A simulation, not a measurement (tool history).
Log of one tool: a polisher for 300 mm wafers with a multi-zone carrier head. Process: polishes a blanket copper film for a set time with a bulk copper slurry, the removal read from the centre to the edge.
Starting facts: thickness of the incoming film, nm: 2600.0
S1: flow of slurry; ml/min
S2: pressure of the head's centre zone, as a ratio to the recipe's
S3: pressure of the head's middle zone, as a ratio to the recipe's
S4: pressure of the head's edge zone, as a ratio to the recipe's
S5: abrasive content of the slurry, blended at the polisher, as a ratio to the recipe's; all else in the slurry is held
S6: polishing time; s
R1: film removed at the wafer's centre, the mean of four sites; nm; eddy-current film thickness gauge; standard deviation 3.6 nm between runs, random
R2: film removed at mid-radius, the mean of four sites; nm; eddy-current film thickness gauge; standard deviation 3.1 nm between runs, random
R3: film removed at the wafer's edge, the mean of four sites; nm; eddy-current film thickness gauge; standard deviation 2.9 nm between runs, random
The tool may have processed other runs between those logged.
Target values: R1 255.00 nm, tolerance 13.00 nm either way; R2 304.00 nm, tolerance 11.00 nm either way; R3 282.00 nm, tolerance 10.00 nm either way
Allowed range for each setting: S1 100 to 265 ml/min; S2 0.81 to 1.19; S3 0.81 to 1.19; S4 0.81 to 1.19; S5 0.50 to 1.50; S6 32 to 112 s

{"run": 1, "hour": 0.0, "S1": 170, "S2": 1.0, "S3": 1.0, "S4": 1.0, "S5": 1.0, "S6": 72, "R1": 366.78, "R2": 351.64, "R3": 367.51}
{"run": 2, "hour": 5.0, "S1": 170, "S2": 1.0, "S3": 1.08, "S4": 1.0, "S5": 1.0, "S6": 72, "R1": 364.08, "R2": 384.5, "R3": 364.68}
{"run": 3, "hour": 13.3, "S1": 170, "S2": 1.06, "S3": 1.08, "S4": 1.0, "S5": 1.0, "S6": 72, "R1": 379.75, "R2": 384.85, "R3": 352.3}
{"run": 4, "hour": 22.0, "S1": 170, "S2": 1.03, "S3": 1.08, "S4": 1.0, "S5": 1.0, "S6": 72, "R1": 371.16, "R2": 379.08, "R3": 363.38}
{"run": 5, "hour": 27.6, "S1": 170, "S2": 1.0, "S3": 1.08, "S4": 1.0, "S5": 1.0, "S6": 72, "R1": 366.05, "R2": 392.07, "R3": 363.19}
{"run": 6, "hour": 29.3, "S1": 160, "S2": 0.96, "S3": 1.07, "S4": 0.98, "S5": 0.85, "S6": 69, "R1": 324.43, "R2": 350.5, "R3": 332.93}
{"run": 7, "hour": 37.8, "S1": 150, "S2": 0.93, "S3": 1.07, "S4": 0.96, "S5": 0.75, "S6": 68, "R1": 304.37, "R2": 336.24, "R3": 305.31}
{"run": 8, "hour": 45.2, "S1": 140, "S2": 0.9, "S3": 1.06, "S4": 0.96, "S5": 0.7, "S6": 67, "R1": 279.79, "R2": 315.75, "R3": 299.09}
{"run": 9, "hour": 50.2, "S1": 130, "S2": 0.89, "S3": 1.06, "S4": 0.95, "S5": 0.7, "S6": 67, "R1": 268.21, "R2": 308.28, "R3": 297.2}
{"run": 10, "hour": 51.5, "S1": 125, "S2": 0.89, "S3": 1.07, "S4": 0.94, "S5": 0.7, "S6": 67, "R1": 270.46, "R2": 311.84, "R3": 289.45}

5 next moves are on the table. One of them brings every result within its allowed miss. Which?
{"run": "A", "hour": 52.8, "S1": 140, "S2": 0.95, "S3": 1.19, "S4": 0.91, "S5": 0.55, "S6": 61, "R1": "?", "R2": "?", "R3": "?"}
{"run": "B", "hour": 52.8, "S1": 130, "S2": 0.94, "S3": 1.07, "S4": 0.93, "S5": 0.7, "S6": 67, "R1": "?", "R2": "?", "R3": "?"}
{"run": "C", "hour": 52.8, "S1": 125, "S2": 0.86, "S3": 1.07, "S4": 0.92, "S5": 0.65, "S6": 66, "R1": "?", "R2": "?", "R3": "?"}
{"run": "D", "hour": 52.8, "S1": 135, "S2": 1.0, "S3": 1.02, "S4": 0.93, "S5": 0.65, "S6": 67, "R1": "?", "R2": "?", "R3": "?"}
{"run": "E", "hour": 52.8, "S1": 120, "S2": 0.94, "S3": 1.16, "S4": 0.91, "S5": 0.75, "S6": 60, "R1": "?", "R2": "?", "R3": "?"}

move=A R1=253.15 R2=302.92 R3=253.56
move=B R1=284.54 R2=314.13 R3=292.43
move=C R1=256.18 R2=302.37 R3=280.83
move=D R1=296.05 R2=299.30 R3=289.80
move=E R1=253.59 R2=300.60 R3=259.78
A: brings the last run's worst result on target, with another outside its allowed miss
B: moves away from the targets compared with the last run
C: every result within its allowed miss
D: moves away from the targets compared with the last run
E: brings the last run's worst result on target, with another outside its allowed miss
Correct choice: C, which meets every target
